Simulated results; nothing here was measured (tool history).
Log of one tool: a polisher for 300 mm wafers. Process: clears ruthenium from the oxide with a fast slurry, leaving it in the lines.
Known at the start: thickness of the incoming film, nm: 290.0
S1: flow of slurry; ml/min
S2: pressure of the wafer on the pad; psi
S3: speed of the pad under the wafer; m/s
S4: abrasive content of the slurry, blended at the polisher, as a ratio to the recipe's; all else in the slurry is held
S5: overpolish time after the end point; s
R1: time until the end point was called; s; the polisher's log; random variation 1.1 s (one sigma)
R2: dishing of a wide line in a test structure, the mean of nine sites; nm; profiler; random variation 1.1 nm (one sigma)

run 1 hour=0.0 | S1=255 S2=3.1 S3=1.20 S4=1.00 S5=11 | R1=56.978 R2=43.658
run 2 hour=7.4 | S1=255 S2=2.6 S3=1.20 S4=1.00 S5=13 | R1=66.654 R2=43.450
run 3 hour=9.4 | S1=255 S2=2.6 S3=1.20 S4=1.15 S5=13 | R1=65.563 R2=45.922
run 4 hour=13.4 | S1=255 S2=2.6 S3=1.50 S4=1.15 S5=13 | R1=52.646 R2=53.224
run 5 hour=17.5 | S1=295 S2=2.6 S3=1.50 S4=1.15 S5=13 | R1=51.801 R2=56.057
run 6 hour=20.1 | S1=295 S2=2.0 S3=1.50 S4=1.15 S5=13 | R1=68.000 R2=43.941
run 7 hour=25.6 | S1=295 S2=1.8 S3=1.42 S4=1.15 S5=14 | R1=77.295 R2=41.661
run 8 hour=26.3 | S1=295 S2=1.7 S3=1.36 S4=1.15 S5=15 | R1=84.001 R2=39.748
run 9 hour=34.3 | S1=295 S2=1.6 S3=1.34 S4=1.15 S5=16 | R1=92.740 R2=40.382

The next listed run, before its measurement:
run 10 hour=39.0 | S1=295 S2=1.6 S3=1.34 S4=1.15 S5=17 | R1=? R2=?

{"run 10": {"R1": 91.063, "R2": 43.334}}
